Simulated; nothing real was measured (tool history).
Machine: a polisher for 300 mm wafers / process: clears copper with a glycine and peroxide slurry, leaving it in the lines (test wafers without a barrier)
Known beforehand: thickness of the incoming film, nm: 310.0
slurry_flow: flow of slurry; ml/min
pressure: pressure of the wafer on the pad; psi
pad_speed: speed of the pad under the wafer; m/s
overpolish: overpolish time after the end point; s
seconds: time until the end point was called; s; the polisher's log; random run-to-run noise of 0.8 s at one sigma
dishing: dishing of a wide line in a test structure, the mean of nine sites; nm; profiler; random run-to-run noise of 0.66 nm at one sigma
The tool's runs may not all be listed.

run	hour	slurry_flow	pressure	pad_speed	overpolish	seconds	dishing
1	0.0	240	1.7	1.12	18	80.310	44.307
2	5.5	240	1.7	1.12	25	82.686	58.272
3	9.8	245	1.9	1.14	24	76.275	61.994
4	14.8	245	1.9	1.14	19	72.257	51.143
5	16.3	250	2.0	1.14	19	70.968	53.278
6	19.9	280	2.0	1.14	19	68.586	52.485

Forecast run 7:
7	22.6	285	2.1	1.14	19	?	?

Run 7 measured seconds 67.098 s, dishing 54.620 nm.

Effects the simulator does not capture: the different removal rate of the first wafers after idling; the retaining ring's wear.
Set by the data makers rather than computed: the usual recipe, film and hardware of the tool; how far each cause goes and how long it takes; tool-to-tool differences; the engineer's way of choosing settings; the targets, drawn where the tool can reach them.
